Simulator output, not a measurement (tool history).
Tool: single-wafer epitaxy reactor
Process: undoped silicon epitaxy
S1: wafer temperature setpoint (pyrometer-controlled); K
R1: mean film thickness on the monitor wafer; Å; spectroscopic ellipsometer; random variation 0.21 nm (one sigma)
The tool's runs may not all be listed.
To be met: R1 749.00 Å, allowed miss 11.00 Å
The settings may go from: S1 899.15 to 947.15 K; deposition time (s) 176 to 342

run 1 day=0.000 | S1=923.15 deposition_time_(s)=259 | R1=373.65
run 2 day=0.204 | S1=926.15 deposition_time_(s)=265 | R1=409.94
run 3 day=0.283 | S1=926.15 deposition_time_(s)=243 | R1=376.59
run 4 day=0.333 | S1=929.15 deposition_time_(s)=250 | R1=417.51
run 5 day=0.492 | S1=929.15 deposition_time_(s)=222 | R1=370.27
run 6 day=0.704 | S1=937.15 deposition_time_(s)=222 | R1=454.67
run 7 day=0.838 | S1=938.15 deposition_time_(s)=230 | R1=480.76
run 8 day=0.908 | S1=947.15 deposition_time_(s)=271 | R1=701.40
run 9 day=0.996 | S1=947.15 deposition_time_(s)=273 | R1=707.18
run 10 day=1.067 | S1=947.15 deposition_time_(s)=275 | R1=714.13
run 11 day=1.283 | S1=947.15 deposition_time_(s)=276 | R1=717.54
run 12 day=1.350 | S1=947.15 deposition_time_(s)=277 | R1=718.02
run 13 day=1.696 | S1=947.15 deposition_time_(s)=278 | R1=720.81
run 14 day=1.875 | S1=947.15 deposition_time_(s)=279 | R1=728.10
run 15 day=2.075 | S1=947.15 deposition_time_(s)=280 | R1=727.22
-- day=2.367 pyrometer calibrated
run 16 day=2.367 | S1=947.15 deposition_time_(s)=281 | R1=829.94
run 17 day=2.592 | S1=946.15 deposition_time_(s)=281 | R1=810.07
run 18 day=2.875 | S1=944.15 deposition_time_(s)=281 | R1=774.09

Which of these 4 next moves meets every target?
run A day=3.158 | S1=945.15 deposition_time_(s)=268 | R1=?
run B day=3.158 | S1=943.15 deposition_time_(s)=273 | R1=?
run C day=3.158 | S1=939.15 deposition_time_(s)=297 | R1=?
run D day=3.158 | S1=940.15 deposition_time_(s)=287 | R1=?

move=A R1=752.13
move=B R1=730.84
move=C R1=722.98
move=D R1=715.50
A: meets every target
B: takes the result that was furthest off past its target
C: takes the result that was furthest off past its target
D: takes the result that was furthest off past its target
Move A is the one to make.

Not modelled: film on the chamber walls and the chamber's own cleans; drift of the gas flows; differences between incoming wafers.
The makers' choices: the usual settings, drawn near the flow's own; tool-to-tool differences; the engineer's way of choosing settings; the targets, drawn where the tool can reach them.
